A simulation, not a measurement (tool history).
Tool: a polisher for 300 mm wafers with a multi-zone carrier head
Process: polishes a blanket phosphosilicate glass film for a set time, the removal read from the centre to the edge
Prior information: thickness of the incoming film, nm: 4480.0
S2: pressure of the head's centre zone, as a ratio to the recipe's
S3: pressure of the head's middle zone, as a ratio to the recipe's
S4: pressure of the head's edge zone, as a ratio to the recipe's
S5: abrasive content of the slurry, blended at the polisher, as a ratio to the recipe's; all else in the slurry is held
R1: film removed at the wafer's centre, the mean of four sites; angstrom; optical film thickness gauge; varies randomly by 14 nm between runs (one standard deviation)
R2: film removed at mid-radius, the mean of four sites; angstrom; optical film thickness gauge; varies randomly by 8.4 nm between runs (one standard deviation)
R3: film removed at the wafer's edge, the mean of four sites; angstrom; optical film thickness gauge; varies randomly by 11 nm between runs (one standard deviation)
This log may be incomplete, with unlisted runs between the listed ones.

run 1 day=0.000 | flow_of_slurry_(ml/min)=205 S2=1.00 S3=1.00 S4=1.00 S5=1.00 polishing_time_(s)=85 | R1=9007.4 R2=8778.8 R3=8804.3
run 2 day=0.112 | flow_of_slurry_(ml/min)=210 S2=1.01 S3=1.02 S4=1.03 S5=1.05 polishing_time_(s)=85 | R1=9368.8 R2=9034.3 R3=9054.1
run 3 day=0.362 | flow_of_slurry_(ml/min)=210 S2=1.01 S3=1.02 S4=0.99 S5=1.05 polishing_time_(s)=85 | R1=9314.7 R2=9163.0 R3=9018.7
run 4 day=0.600 | flow_of_slurry_(ml/min)=210 S2=1.01 S3=1.02 S4=0.99 S5=1.20 polishing_time_(s)=85 | R1=9857.3 R2=9316.9 R3=9143.7
run 5 day=0.738 | flow_of_slurry_(ml/min)=230 S2=1.01 S3=1.02 S4=0.99 S5=1.20 polishing_time_(s)=85 | R1=9982.2 R2=9378.6 R3=9470.6
run 6 day=1.054 | flow_of_slurry_(ml/min)=240 S2=1.00 S3=1.05 S4=1.01 S5=1.25 polishing_time_(s)=85 | R1=9803.2 R2=9901.5 R3=9686.3
run 7 day=1.392 | flow_of_slurry_(ml/min)=245 S2=1.01 S3=1.06 S4=1.03 S5=1.30 polishing_time_(s)=85 | R1=10057.0 R2=10192.0 R3=9853.9
run 8 day=1.638 | flow_of_slurry_(ml/min)=250 S2=1.01 S3=1.07 S4=1.05 S5=1.35 polishing_time_(s)=85 | R1=10303.0 R2=10322.0 R3=10232.0

Predict the results of run 9:
run 9 day=2.008 | flow_of_slurry_(ml/min)=255 S2=1.01 S3=1.08 S4=1.06 S5=1.40 polishing_time_(s)=85 | R1=? R2=? R3=?

Run 9 gave R1 10416.0 angstrom, R2 10531.0 angstrom, R3 10264.0 angstrom.

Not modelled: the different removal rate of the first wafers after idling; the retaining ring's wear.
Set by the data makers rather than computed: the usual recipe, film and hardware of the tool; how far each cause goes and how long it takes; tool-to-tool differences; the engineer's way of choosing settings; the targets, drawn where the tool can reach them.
